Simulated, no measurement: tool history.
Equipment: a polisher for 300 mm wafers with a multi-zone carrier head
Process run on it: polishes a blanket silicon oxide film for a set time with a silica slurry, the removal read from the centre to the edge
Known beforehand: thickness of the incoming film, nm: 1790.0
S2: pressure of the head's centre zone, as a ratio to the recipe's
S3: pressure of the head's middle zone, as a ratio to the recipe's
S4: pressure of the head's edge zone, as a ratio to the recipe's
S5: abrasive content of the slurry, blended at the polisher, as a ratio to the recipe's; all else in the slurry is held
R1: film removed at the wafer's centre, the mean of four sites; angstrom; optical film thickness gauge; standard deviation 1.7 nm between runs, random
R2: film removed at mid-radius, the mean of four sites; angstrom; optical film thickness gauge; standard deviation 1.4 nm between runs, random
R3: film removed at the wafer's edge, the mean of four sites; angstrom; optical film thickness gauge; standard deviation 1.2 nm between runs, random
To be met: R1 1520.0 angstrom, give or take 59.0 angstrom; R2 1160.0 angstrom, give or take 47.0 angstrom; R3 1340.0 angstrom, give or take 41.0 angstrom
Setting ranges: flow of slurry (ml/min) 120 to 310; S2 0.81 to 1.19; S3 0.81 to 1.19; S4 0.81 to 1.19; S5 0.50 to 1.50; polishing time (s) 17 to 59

Run 1, hour 0.0: flow of slurry (ml/min) 200, S2 1.00, S3 1.00, S4 1.00, S5 1.00, polishing time (s) 38. Result: R1 1400.2 angstrom, R2 1378.4 angstrom, R3 1433.4 angstrom.
Run 2, hour 1.6: flow of slurry (ml/min) 200, S2 1.00, S3 1.00, S4 0.96, S5 1.00, polishing time (s) 38. Result: R1 1421.0 angstrom, R2 1368.5 angstrom, R3 1385.7 angstrom.
Run 3, hour 4.7: flow of slurry (ml/min) 195, S2 1.02, S3 0.96, S4 0.95, S5 1.00, polishing time (s) 38. Result: R1 1406.6 angstrom, R2 1343.6 angstrom, R3 1402.1 angstrom.
Run 4, hour 6.7: flow of slurry (ml/min) 170, S2 1.02, S3 0.96, S4 0.95, S5 1.00, polishing time (s) 38. Result: R1 1389.0 angstrom, R2 1301.3 angstrom, R3 1378.3 angstrom.
Run 5, hour 9.3: flow of slurry (ml/min) 170, S2 1.02, S3 0.96, S4 0.95, S5 0.90, polishing time (s) 38. Result: R1 1259.2 angstrom, R2 1203.7 angstrom, R3 1272.7 angstrom.
Run 6, hour 11.7: flow of slurry (ml/min) 170, S2 1.02, S3 0.87, S4 0.95, S5 0.90, polishing time (s) 38. Result: R1 1287.9 angstrom, R2 1109.8 angstrom, R3 1265.7 angstrom.
Run 7, hour 20.0: flow of slurry (ml/min) 190, S2 1.05, S3 0.86, S4 0.95, S5 0.90, polishing time (s) 38. Result: R1 1333.0 angstrom, R2 1101.5 angstrom, R3 1327.1 angstrom.
Run 8, hour 28.8: flow of slurry (ml/min) 195, S2 1.09, S3 0.87, S4 0.91, S5 0.90, polishing time (s) 38. Result: R1 1416.0 angstrom, R2 1155.5 angstrom, R3 1295.3 angstrom.
At hour 36.2: slurry nozzle cleaned.
Run 9, hour 36.2: flow of slurry (ml/min) 205, S2 1.10, S3 0.86, S4 0.91, S5 0.90, polishing time (s) 38. Result: R1 1642.9 angstrom, R2 1267.1 angstrom, R3 1420.9 angstrom.
Run 10, hour 43.7: flow of slurry (ml/min) 195, S2 1.10, S3 0.85, S4 0.91, S5 0.90, polishing time (s) 38. Result: R1 1593.8 angstrom, R2 1258.6 angstrom, R3 1399.3 angstrom.
Run 11, hour 50.3: flow of slurry (ml/min) 190, S2 1.10, S3 0.84, S4 0.91, S5 0.90, polishing time (s) 38. Result: R1 1567.4 angstrom, R2 1225.2 angstrom, R3 1382.4 angstrom.
Run 12, hour 51.2: flow of slurry (ml/min) 190, S2 1.10, S3 0.83, S4 0.91, S5 0.90, polishing time (s) 38. Result: R1 1592.7 angstrom, R2 1198.8 angstrom, R3 1385.3 angstrom.
Run 13, hour 59.9: flow of slurry (ml/min) 185, S2 1.10, S3 0.83, S4 0.91, S5 0.90, polishing time (s) 38. Result: R1 1605.1 angstrom, R2 1234.5 angstrom, R3 1368.8 angstrom.
Run 14, hour 63.7: flow of slurry (ml/min) 185, S2 1.10, S3 0.82, S4 0.91, S5 0.90, polishing time (s) 38. Result: R1 1634.0 angstrom, R2 1204.5 angstrom, R3 1373.5 angstrom.

Which single option among these 5 for the next run brings every result within its allowed miss of target? Just one does.
Run A, hour 67.5: flow of slurry (ml/min) 200, S2 1.03, S3 0.86, S4 0.97, S5 0.80, polishing time (s) 41. Result: R1 ?, R2 ?, R3 ?.
Run B, hour 67.5: flow of slurry (ml/min) 195, S2 1.10, S3 0.87, S4 0.87, S5 0.90, polishing time (s) 37. Result: R1 ?, R2 ?, R3 ?.
Run C, hour 67.5: flow of slurry (ml/min) 215, S2 1.02, S3 0.85, S4 0.92, S5 0.95, polishing time (s) 34. Result: R1 ?, R2 ?, R3 ?.
Run D, hour 67.5: flow of slurry (ml/min) 205, S2 1.02, S3 0.81, S4 1.04, S5 0.95, polishing time (s) 34. Result: R1 ?, R2 ?, R3 ?.
Run E, hour 67.5: flow of slurry (ml/min) 185, S2 1.08, S3 0.81, S4 0.89, S5 0.95, polishing time (s) 36. Result: R1 ?, R2 ?, R3 ?.

move      R1      R2      R3
   A  1510.8  1247.7  1433.3
   B  1572.5  1227.3  1343.3
   C  1409.0  1162.6  1318.3
   D  1397.4  1109.5  1374.9
   E  1538.1  1155.0  1355.5
A: gets the furthest-off result to its target, but another result is out of tolerance
B: gets the furthest-off result to its target, but another result is out of tolerance
C: moves the result that the last run missed by most past its target, out the other side
D: moves the result that the last run missed by most past its target, out the other side
E: all results in spec
So the answer is move E, the one that meets all the targets.
